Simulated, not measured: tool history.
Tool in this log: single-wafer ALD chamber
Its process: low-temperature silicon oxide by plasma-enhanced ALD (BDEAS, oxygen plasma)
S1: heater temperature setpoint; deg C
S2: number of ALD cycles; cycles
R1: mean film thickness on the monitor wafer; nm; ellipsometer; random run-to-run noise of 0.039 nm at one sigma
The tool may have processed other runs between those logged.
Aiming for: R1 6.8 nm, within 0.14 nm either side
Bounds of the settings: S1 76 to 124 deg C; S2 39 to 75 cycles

run,hour,S1,S2,R1
1,0,100,57,8.2469
2,1,100,61,8.7819
3,7.4,94,61,9.1094
4,8.2,101,61,8.8435
5,14.3,101,64,9.1318
6,17.6,97,64,9.3183
7,20.4,103,59,8.4486
8,26.8,107,56,7.9398
9,31.5,112,47,6.6086
10,34.8,112,47,6.694

Of the 4 settings listed for the next run, only one would bring every result within its allowed miss of target. Which one?
A,38.1,92,45,?
B,38.1,102,45,?
C,38.1,110,45,?
D,38.1,114,46,?

move,R1
A,6.706
B,6.4655
C,6.3586
D,6.4453
A: every result lands within tolerance
B: lands further from the targets than the last run did
C: lands further from the targets than the last run did
D: lands further from the targets than the last run did
Move A is the one to make.
